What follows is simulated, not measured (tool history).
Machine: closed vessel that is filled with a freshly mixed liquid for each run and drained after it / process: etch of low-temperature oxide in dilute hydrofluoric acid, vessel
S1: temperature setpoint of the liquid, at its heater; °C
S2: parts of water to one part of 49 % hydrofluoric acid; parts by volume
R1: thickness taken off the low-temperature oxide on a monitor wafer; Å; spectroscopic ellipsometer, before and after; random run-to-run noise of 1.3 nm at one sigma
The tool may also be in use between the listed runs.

{"run": 1, "hour": 0.0, "S1": 23, "S2": 45, "time in the liquid (s)": 95, "R1": 820.51}
{"run": 2, "hour": 7.7, "S1": 23, "S2": 45, "time in the liquid (s)": 95, "R1": 820.66}
{"run": 3, "hour": 10.8, "S1": 24.5, "S2": 45, "time in the liquid (s)": 95, "R1": 865.02}
{"run": 4, "hour": 16.1, "S1": 24.5, "S2": 45, "time in the liquid (s)": 95, "R1": 862.74}
{"run": 5, "hour": 19.0, "S1": 26, "S2": 45, "time in the liquid (s)": 95, "R1": 925.48}
{"run": 6, "hour": 22.3, "S1": 26, "S2": 60, "time in the liquid (s)": 95, "R1": 673.61}
{"run": 7, "hour": 30.5, "S1": 27, "S2": 50, "time in the liquid (s)": 95, "R1": 869.3}

Expected results for the next run?
{"run": 8, "hour": 33.5, "S1": 31, "S2": 35, "time in the liquid (s)": 95, "R1": "?"}

{"run 8": {"R1": 1489.3}}
